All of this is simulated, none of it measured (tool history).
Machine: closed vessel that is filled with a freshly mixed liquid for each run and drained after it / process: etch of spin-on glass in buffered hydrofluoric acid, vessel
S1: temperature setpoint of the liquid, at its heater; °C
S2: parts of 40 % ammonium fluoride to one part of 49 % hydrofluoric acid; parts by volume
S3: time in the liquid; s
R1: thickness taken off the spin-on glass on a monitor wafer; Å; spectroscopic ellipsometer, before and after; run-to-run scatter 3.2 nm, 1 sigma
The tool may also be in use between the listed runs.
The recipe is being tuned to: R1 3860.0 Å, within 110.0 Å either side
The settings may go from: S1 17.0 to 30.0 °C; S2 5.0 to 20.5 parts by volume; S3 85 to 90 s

run  hour    S1    S2  S3      R1
  1   0.0  22.0  12.5  85  2073.6
  2   7.4  23.5  12.0  85  2337.5
  3  15.6  23.5   9.5  85  2909.0
  4  17.7  23.5   9.5  85  2912.1
  5  25.5  23.5   9.5  85  2895.5
  6  28.4  23.5   9.5  85  2901.2
  7  36.4  24.5   9.5  85  3022.1
  8  38.3  25.5   9.5  85  3211.6
  9  44.7  25.5   9.5  85  3252.2
 10  48.8  26.0   9.5  85  3294.7
 11  52.5  26.5   9.5  85  3414.5
 12  54.0  27.0   9.5  85  3457.1
 13  57.0  27.5   9.5  85  3596.1
 14  58.6  28.0   9.5  85  3713.2
 15  66.4  28.0   9.5  85  3704.8

Below are 4 possible settings for the next run. Only one of them brings all results inside the allowed miss of their targets. Which is it?
  A  74.2  29.5   9.0  85   ?
  B  74.2  28.0  10.5  90   ?
  C  74.2  28.5  10.0  90   ?
  D  74.2  27.0   9.5  85   ?

move      R1
   A  4147.1
   B  3620.9
   C  3898.7
   D  3511.2
A: takes the result that was furthest off past its target
B: misses by more than the last run did
C: in spec on every target
D: misses by more than the last run did
Answer: C

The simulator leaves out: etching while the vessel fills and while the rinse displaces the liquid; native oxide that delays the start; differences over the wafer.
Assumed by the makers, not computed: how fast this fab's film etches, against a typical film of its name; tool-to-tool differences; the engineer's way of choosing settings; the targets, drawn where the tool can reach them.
